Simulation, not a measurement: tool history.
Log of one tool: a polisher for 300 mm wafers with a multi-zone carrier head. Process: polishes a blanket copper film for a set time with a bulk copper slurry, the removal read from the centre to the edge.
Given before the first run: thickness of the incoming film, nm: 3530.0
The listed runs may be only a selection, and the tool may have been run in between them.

| run | hour | flow of slurry (ml/min) | pressure of the head's centre zone | pressure of the head's middle zone | pressure of the head's edge zone | abrasive content of the slurry | polishing time (s) | film removed at the wafer's centre (angstrom) | film removed at mid-radius (angstrom) | film removed at the wafer's edge (angstrom) |
|---|---|---|---|---|---|---|---|---|---|---|
| 1 | 0.0 | 195 | 1.00 | 1.00 | 1.00 | 1.00 | 32 | 1990.9 | 2053.2 | 1955.0 |
| 2 | 8.8 | 205 | 1.04 | 0.99 | 1.04 | 1.10 | 32 | 2073.2 | 1998.0 | 2042.8 |
| 3 | 12.1 | 205 | 1.04 | 0.99 | 1.01 | 1.10 | 32 | 2108.5 | 2046.6 | 1981.8 |
| 4 | 13.0 | 205 | 1.04 | 0.99 | 1.01 | 0.90 | 32 | 2038.6 | 2003.8 | 2008.7 |
| 5 | 20.4 | 205 | 1.04 | 0.99 | 1.01 | 0.90 | 36 | 2320.1 | 2250.2 | 2211.5 |
| 6 | 26.9 | 205 | 0.98 | 0.99 | 1.01 | 0.90 | 36 | 2151.5 | 2279.5 | 2169.6 |
| 7 | 31.5 | 210 | 1.02 | 0.98 | 1.02 | 0.95 | 36 | 2300.2 | 2290.2 | 2239.9 |

The next listed run, before its measurement:
| 8 | 37.6 | 220 | 1.05 | 0.97 | 1.03 | 0.95 | 36 | ? | ? | ? |

{"run 8": {"film removed at the wafer's centre (angstrom)": 2341.0, "film removed at mid-radius (angstrom)": 2204.0, "film removed at the wafer's edge (angstrom)": 2218.5}}

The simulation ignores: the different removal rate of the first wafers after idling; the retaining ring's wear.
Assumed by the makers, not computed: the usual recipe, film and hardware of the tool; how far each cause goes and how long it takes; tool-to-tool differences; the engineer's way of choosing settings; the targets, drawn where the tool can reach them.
